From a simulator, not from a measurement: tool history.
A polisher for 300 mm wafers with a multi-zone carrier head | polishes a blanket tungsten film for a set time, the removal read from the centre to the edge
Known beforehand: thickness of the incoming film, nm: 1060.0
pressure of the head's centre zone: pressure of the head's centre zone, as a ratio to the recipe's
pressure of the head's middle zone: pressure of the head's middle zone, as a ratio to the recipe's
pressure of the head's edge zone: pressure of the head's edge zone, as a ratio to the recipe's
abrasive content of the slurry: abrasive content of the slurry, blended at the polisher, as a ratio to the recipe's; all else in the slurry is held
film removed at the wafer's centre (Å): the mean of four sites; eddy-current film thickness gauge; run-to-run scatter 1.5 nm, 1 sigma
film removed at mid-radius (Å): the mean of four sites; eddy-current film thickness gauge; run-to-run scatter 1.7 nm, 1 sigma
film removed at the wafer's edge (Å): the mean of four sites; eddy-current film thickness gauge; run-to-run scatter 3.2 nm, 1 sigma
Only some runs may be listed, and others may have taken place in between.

| run | hour | flow of slurry (ml/min) | pressure of the head's centre zone | pressure of the head's middle zone | pressure of the head's edge zone | abrasive content of the slurry | polishing time (s) | film removed at the wafer's centre (Å) | film removed at mid-radius (Å) | film removed at the wafer's edge (Å) |
|---|---|---|---|---|---|---|---|---|---|---|
| 1 | 0 | 175 | 1 | 1 | 1 | 1 | 52 | 1553.7 | 1571 | 1612.2 |
| 2 | 4.9 | 190 | 1.03 | 1.04 | 1.04 | 1.1 | 54 | 1685 | 1737.9 | 1784.8 |
| 3 | 12.8 | 200 | 1.06 | 1.07 | 1.04 | 1.2 | 55 | 1807.6 | 1897.6 | 1832.2 |
| 4 | 20.3 | 200 | 1.06 | 1.07 | 1.04 | 1.1 | 55 | 1781.5 | 1820.5 | 1829.6 |
| 5 | 28.3 | 210 | 1.09 | 1.09 | 1.06 | 1.2 | 56 | 1905.3 | 1947 | 1892.9 |
| 6 | 34.4 | 240 | 1.09 | 1.09 | 1.06 | 1.2 | 56 | 1942.9 | 1990.1 | 1921.8 |
| 7 | 39.1 | 240 | 1.1 | 1.1 | 1.08 | 1.25 | 57 | 2028.2 | 2045.1 | 2030.8 |
| 8 | 45.2 | 245 | 1.11 | 1.12 | 1.09 | 1.3 | 58 | 2090.8 | 2141.8 | 2035.4 |

Run 9, settings as shown, results not yet in. Your forecast:
| 9 | 46.5 | 245 | 1.11 | 1.12 | 1.11 | 1.35 | 59 | ? | ? | ? |

Run 9 produced film removed at the wafer's centre (Å) 2155.6, film removed at mid-radius (Å) 2197.3, film removed at the wafer's edge (Å) 2131.4.
